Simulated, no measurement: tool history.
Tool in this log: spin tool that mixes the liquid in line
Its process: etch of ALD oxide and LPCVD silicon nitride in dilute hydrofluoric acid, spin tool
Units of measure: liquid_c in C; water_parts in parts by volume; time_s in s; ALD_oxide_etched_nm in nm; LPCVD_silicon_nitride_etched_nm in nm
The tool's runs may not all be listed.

run	day	liquid_c	water_parts	time_s	ALD_oxide_etched_nm	LPCVD_silicon_nitride_etched_nm
1	0.000	24.0	80	95	11.7410	0.70625
2	0.083	21.0	80	95	10.4610	0.52639
3	0.283	21.0	80	75	8.2873	0.41274
4	0.354	22.0	70	75	9.9468	0.52860
5	0.500	22.5	60	75	11.9930	0.67773
6	0.567	22.5	60	40	6.4826	0.35683
7	0.742	22.5	50	45	8.7051	0.47572
8	1.075	22.5	50	45	8.7292	0.45149

Run 9 has not been measured yet. What should we expect?
9	1.346	23.0	45	50	?	?

Logged for run 9: ALD_oxide_etched_nm 11.1460 nm, LPCVD_silicon_nitride_etched_nm 0.60800 nm.
